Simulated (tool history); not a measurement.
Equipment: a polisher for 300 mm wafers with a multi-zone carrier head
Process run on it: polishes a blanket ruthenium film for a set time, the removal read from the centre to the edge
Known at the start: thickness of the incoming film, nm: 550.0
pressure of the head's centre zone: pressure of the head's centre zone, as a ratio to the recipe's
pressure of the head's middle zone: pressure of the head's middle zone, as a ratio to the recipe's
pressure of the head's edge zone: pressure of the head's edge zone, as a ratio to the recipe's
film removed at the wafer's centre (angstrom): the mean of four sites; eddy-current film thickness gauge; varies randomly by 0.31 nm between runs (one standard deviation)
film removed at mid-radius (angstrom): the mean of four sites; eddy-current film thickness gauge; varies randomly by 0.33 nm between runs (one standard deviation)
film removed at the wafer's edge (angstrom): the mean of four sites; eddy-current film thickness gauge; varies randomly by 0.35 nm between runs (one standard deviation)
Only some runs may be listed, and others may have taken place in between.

| run | day | flow of slurry (ml/min) | pressure of the head's centre zone | pressure of the head's middle zone | pressure of the head's edge zone | polishing time (s) | film removed at the wafer's centre (angstrom) | film removed at mid-radius (angstrom) | film removed at the wafer's edge (angstrom) |
|---|---|---|---|---|---|---|---|---|---|
| 1 | 0.000 | 285 | 1.00 | 1.00 | 1.00 | 79 | 597.88 | 594.00 | 611.42 |
| 2 | 0.367 | 285 | 1.00 | 1.00 | 1.05 | 79 | 599.47 | 594.29 | 626.22 |
| 3 | 0.442 | 340 | 1.00 | 1.00 | 1.05 | 79 | 607.74 | 597.47 | 631.45 |
| 4 | 0.800 | 345 | 1.01 | 0.98 | 1.02 | 73 | 567.81 | 552.66 | 575.29 |
| 5 | 0.842 | 345 | 1.02 | 0.95 | 1.00 | 69 | 538.77 | 505.51 | 541.41 |
| 6 | 1.112 | 350 | 1.03 | 0.94 | 0.98 | 65 | 524.05 | 470.27 | 503.65 |
| 7 | 1.192 | 310 | 0.93 | 0.86 | 0.88 | 51 | 361.65 | 343.02 | 370.68 |
| 8 | 1.492 | 320 | 0.95 | 0.86 | 0.88 | 51 | 372.79 | 339.41 | 375.11 |
| 9 | 1.529 | 330 | 0.96 | 0.87 | 0.88 | 51 | 374.76 | 350.19 | 370.90 |
| 10 | 1.588 | 330 | 0.96 | 0.87 | 0.88 | 51 | 376.09 | 345.62 | 378.17 |

What will run 11 give?
| 11 | 1.804 | 335 | 0.97 | 0.88 | 0.88 | 51 | ? | ? | ? |

film removed at the wafer's centre (angstrom): 373.75
film removed at mid-radius (angstrom): 349.08
film removed at the wafer's edge (angstrom): 372.49
